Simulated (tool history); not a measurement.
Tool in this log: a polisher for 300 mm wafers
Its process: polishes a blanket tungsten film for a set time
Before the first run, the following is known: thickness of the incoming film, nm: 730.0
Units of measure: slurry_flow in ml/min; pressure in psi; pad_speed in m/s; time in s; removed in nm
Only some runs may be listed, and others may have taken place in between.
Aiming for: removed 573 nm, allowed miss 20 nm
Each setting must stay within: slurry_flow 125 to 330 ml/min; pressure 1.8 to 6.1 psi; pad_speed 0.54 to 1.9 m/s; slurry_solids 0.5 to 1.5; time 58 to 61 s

{"run": 1, "hour": 0.0, "slurry_flow": 210, "pressure": 3.9, "pad_speed": 1.22, "slurry_solids": 1, "time": 58, "removed": 314.6}
{"run": 2, "hour": 2.7, "slurry_flow": 215, "pressure": 4.5, "pad_speed": 1.22, "slurry_solids": 1, "time": 58, "removed": 359.14}
{"run": 3, "hour": 6.3, "slurry_flow": 215, "pressure": 5, "pad_speed": 1.26, "slurry_solids": 1, "time": 58, "removed": 414.97}
{"run": 4, "hour": 8.4, "slurry_flow": 215, "pressure": 5, "pad_speed": 1.26, "slurry_solids": 1, "time": 61, "removed": 430.61}
{"run": 5, "hour": 14.0, "slurry_flow": 215, "pressure": 5, "pad_speed": 1.26, "slurry_solids": 0.9, "time": 61, "removed": 415.05}
{"run": 6, "hour": 21.3, "slurry_flow": 215, "pressure": 5.3, "pad_speed": 1.3, "slurry_solids": 0.9, "time": 61, "removed": 459.65}
{"run": 7, "hour": 26.7, "slurry_flow": 215, "pressure": 5.5, "pad_speed": 1.32, "slurry_solids": 0.9, "time": 61, "removed": 483.23}
{"run": 8, "hour": 28.9, "slurry_flow": 220, "pressure": 5.7, "pad_speed": 1.34, "slurry_solids": 0.9, "time": 61, "removed": 502.47}
{"run": 9, "hour": 34.4, "slurry_flow": 220, "pressure": 5.8, "pad_speed": 1.36, "slurry_solids": 0.9, "time": 61, "removed": 520.89}
{"run": 10, "hour": 43.3, "slurry_flow": 220, "pressure": 5.9, "pad_speed": 1.38, "slurry_solids": 0.9, "time": 61, "removed": 538.17}

Of the 5 settings listed for the next run, only one would bring every result within its allowed miss of target. Which one?
{"run": "A", "hour": 52.2, "slurry_flow": 250, "pressure": 5.2, "pad_speed": 1.32, "slurry_solids": 0.95, "time": 61, "removed": "?"}
{"run": "B", "hour": 52.2, "slurry_flow": 245, "pressure": 6.1, "pad_speed": 1.36, "slurry_solids": 0.9, "time": 59, "removed": "?"}
{"run": "C", "hour": 52.2, "slurry_flow": 240, "pressure": 6.1, "pad_speed": 1.3, "slurry_solids": 0.7, "time": 59, "removed": "?"}
{"run": "D", "hour": 52.2, "slurry_flow": 195, "pressure": 5.5, "pad_speed": 1.36, "slurry_solids": 1.05, "time": 59, "removed": "?"}
{"run": "E", "hour": 52.2, "slurry_flow": 245, "pressure": 6, "pad_speed": 1.44, "slurry_solids": 0.95, "time": 60, "removed": "?"}

move=A removed=479.55
move=B removed=549.76
move=C removed=493.15
move=D removed=505.73
move=E removed=589.54
A: further off than the last run
B: closer than the last run, but not yet in spec
C: further off than the last run
D: further off than the last run
E: every result within its allowed miss
Correct choice: E, which meets every target

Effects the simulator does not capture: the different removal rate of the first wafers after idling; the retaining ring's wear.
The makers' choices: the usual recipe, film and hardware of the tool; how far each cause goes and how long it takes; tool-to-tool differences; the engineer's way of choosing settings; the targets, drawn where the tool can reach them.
